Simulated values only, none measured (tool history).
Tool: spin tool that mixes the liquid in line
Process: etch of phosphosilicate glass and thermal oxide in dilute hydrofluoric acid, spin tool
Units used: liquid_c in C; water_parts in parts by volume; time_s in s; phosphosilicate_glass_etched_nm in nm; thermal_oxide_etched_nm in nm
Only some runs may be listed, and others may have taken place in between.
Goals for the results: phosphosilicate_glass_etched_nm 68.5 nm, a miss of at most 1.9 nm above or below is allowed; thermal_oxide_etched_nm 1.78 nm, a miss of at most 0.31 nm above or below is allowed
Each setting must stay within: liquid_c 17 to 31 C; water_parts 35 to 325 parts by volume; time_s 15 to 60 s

run,hour,liquid_c,water_parts,time_s,phosphosilicate_glass_etched_nm,thermal_oxide_etched_nm
1,0,23,180,30,26.733,0.66332
2,4.8,23,180,20,17.804,0.43223
3,6.2,23,120,20,28.493,0.79739
4,11,23,120,15,21.121,0.5324
5,15,23,120,25,35.334,0.89978
# hour 17.4: hydrofluoric acid flow meter replaced
6,17.4,25,105,25,40.396,1.1028
7,20,26,90,25,49.861,1.2796
8,23.9,27,85,25,55.145,1.5238
9,24.8,28,85,25,57.448,1.4489
10,30,28.5,55,25,94.603,2.4631
11,36.8,27,55,25,89.353,2.4048
12,40.6,25.5,60,25,76.552,1.9442

Next run, 4 choices. One meets every target within its allowed miss, the rest don't. Which?
A,44.4,21.5,55,30,?,?
B,44.4,17,45,25,?,?
C,44.4,22,75,35,?,?
D,44.4,23,60,25,?,?

move,phosphosilicate_glass_etched_nm,thermal_oxide_etched_nm
A,85.128,2.234
B,72.388,1.8996
C,72.552,1.9039
D,68.771,1.8047
A: the biggest miss grows against the last run
B: closes in on the targets versus the last run, not all within tolerance yet
C: closes in on the targets versus the last run, not all within tolerance yet
D: all results in spec
Go with D: it meets all targets.

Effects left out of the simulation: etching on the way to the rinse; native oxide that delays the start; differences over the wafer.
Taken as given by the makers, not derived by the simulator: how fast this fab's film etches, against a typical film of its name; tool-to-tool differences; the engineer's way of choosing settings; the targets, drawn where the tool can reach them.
